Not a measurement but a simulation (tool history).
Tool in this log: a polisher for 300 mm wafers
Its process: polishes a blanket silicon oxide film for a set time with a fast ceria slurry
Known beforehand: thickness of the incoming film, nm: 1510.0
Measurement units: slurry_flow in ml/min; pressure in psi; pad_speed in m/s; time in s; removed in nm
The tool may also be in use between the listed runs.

run 1 hour=0 | slurry_flow=165 pressure=2.5 pad_speed=0.94 time=28 | removed=410.56
run 2 hour=6.1 | slurry_flow=165 pressure=2.5 pad_speed=0.94 time=28 | removed=418.44
run 3 hour=12.5 | slurry_flow=190 pressure=2.5 pad_speed=0.94 time=28 | removed=412.07
run 4 hour=20.7 | slurry_flow=190 pressure=2.2 pad_speed=0.86 time=28 | removed=342.63
run 5 hour=26.2 | slurry_flow=190 pressure=2 pad_speed=0.78 time=28 | removed=277.07
run 6 hour=29.9 | slurry_flow=190 pressure=1.8 pad_speed=0.74 time=28 | removed=240.58
run 7 hour=32.7 | slurry_flow=190 pressure=1.7 pad_speed=0.72 time=28 | removed=219.94
run 8 hour=38.6 | slurry_flow=190 pressure=1.6 pad_speed=0.72 time=28 | removed=210.2
run 9 hour=44.3 | slurry_flow=180 pressure=1.1 pad_speed=0.62 time=28 | removed=130.69

Run 10 is up next; what results do you expect?
run 10 hour=52.8 | slurry_flow=190 pressure=1.1 pad_speed=0.62 time=28 | removed=?

Run 10 yielded removed 127.1 nm.

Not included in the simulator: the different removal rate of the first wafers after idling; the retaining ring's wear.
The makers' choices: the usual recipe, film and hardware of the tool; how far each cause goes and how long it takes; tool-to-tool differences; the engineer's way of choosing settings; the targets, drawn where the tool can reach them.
